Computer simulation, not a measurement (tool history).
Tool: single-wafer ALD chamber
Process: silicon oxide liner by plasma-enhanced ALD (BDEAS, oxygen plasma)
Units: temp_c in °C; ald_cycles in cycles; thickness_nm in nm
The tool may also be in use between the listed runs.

run  hour  temp_c  ald_cycles  thickness_nm
  1     0     315          36        3.2876
  2   5.7     315          41        3.7259
  3   8.1     322          41          3.69
  4  13.7     322          45        4.0468
  5  20.6     312          45        4.1558
  6  26.4     301          45        4.1448
     27.8  -- thermocouple changed; heater temperature recalibrated
  7  27.8     301          39        3.6176
  8  35.7     302          37        3.3922
  9  38.8     302          35        3.2557
 10  42.4     302          34        3.1283

Run 11 comes next. What will it give?
 11  43.9     302          33             ?

thickness_nm: 3.0524 nm
